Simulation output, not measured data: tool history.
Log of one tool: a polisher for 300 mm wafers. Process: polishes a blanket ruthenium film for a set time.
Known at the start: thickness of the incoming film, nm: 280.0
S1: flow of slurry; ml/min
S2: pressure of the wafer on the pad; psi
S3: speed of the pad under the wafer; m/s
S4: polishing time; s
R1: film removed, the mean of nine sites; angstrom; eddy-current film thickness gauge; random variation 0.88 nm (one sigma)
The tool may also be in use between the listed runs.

{"run": 1, "hour": 0.0, "S1": 160, "S2": 1.7, "S3": 0.92, "S4": 48, "R1": 386.46}
{"run": 2, "hour": 8.3, "S1": 140, "S2": 1.7, "S3": 0.92, "S4": 48, "R1": 376.1}
{"run": 3, "hour": 9.3, "S1": 145, "S2": 1.9, "S3": 0.92, "S4": 48, "R1": 416.69}
{"run": 4, "hour": 17.8, "S1": 145, "S2": 2.3, "S3": 0.92, "S4": 48, "R1": 489.49}
{"run": 5, "hour": 24.6, "S1": 145, "S2": 2.3, "S3": 0.92, "S4": 42, "R1": 425.56}
{"run": 6, "hour": 30.7, "S1": 145, "S2": 2.4, "S3": 0.98, "S4": 42, "R1": 484.88}
{"run": 7, "hour": 34.5, "S1": 145, "S2": 2.5, "S3": 1.02, "S4": 42, "R1": 509.14}
{"run": 8, "hour": 35.0, "S1": 145, "S2": 2.5, "S3": 1.06, "S4": 42, "R1": 526.69}
{"run": 9, "hour": 41.3, "S1": 145, "S2": 2.5, "S3": 1.1, "S4": 42, "R1": 537.06}
{"run": 10, "hour": 47.4, "S1": 145, "S2": 2.5, "S3": 1.14, "S4": 42, "R1": 573.25}
{"run": 11, "hour": 50.5, "S1": 145, "S2": 2.5, "S3": 1.16, "S4": 42, "R1": 578.38}
{"run": 12, "hour": 52.3, "S1": 145, "S2": 2.5, "S3": 1.18, "S4": 42, "R1": 580.61}
{"run": 13, "hour": 57.7, "S1": 145, "S2": 2.5, "S3": 1.2, "S4": 42, "R1": 603.07}

Forecast run 14:
{"run": 14, "hour": 64.5, "S1": 145, "S2": 2.5, "S3": 1.2, "S4": 42, "R1": "?"}

Run 14 gave R1 593.40 angstrom.
